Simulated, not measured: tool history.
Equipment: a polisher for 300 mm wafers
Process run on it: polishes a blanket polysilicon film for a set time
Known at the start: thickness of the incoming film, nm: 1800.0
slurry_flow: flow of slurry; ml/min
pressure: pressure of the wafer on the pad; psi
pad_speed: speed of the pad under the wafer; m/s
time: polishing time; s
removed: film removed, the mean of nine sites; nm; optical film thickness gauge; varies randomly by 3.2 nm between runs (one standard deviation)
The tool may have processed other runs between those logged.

run  hour  slurry_flow  pressure  pad_speed  time  removed
  1     0          190       2.3       1.26    76   630.67
  2   7.3          185       2.1       1.26    76   585.11
  3   8.2          185       1.8       1.26    76   514.84
  4  15.6          185       1.7       1.26    76   493.99
  5  23.4          205       1.7       1.26    76   505.67
  6    28          205       1.7       1.26    80   531.88
  7  33.7          205       1.6       1.26    80   506.99
  8  41.5          175       1.1       1.26    80   383.81
  9  44.2          180       1.1       1.26    80   385.78

Expected results for the next run?
 10  49.4          185       1.1       1.26    80        ?

Run 10 yielded removed 384.8 nm.
